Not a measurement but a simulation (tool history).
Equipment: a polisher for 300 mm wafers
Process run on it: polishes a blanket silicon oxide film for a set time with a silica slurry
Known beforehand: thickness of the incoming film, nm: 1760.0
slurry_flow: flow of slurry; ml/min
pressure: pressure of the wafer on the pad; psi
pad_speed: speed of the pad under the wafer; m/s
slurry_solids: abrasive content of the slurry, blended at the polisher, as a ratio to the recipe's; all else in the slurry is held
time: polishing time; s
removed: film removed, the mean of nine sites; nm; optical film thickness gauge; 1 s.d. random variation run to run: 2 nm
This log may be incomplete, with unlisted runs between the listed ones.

run	hour	slurry_flow	pressure	pad_speed	slurry_solids	time	removed
1	0	165	4.8	1.3	1	73	304.41
2	3.2	165	4.3	1.3	1	73	274.72
3	10	145	4.3	1.3	1	73	261.29
4	16.3	170	4.3	1.3	1	73	268.87
5	23.4	170	4	1.3	1	73	254.56
6	29.8	165	3.7	1.3	1	73	238.06
7	31.4	160	3.5	1.3	1	73	220.38
8	35.8	125	2.8	1.3	1	73	170.92
9	43.5	130	2.8	1.3	1	73	173.13
10	44.8	130	2.8	1.3	1	73	172.6
11	46.8	135	2.8	1.3	1	73	169.47
12	47.7	135	3.2	1.3	1	73	193.94

What does the tool deliver on the next run?
13	49.5	130	3.2	1.3	1	73	?

Run 13 gave removed 196.83 nm.
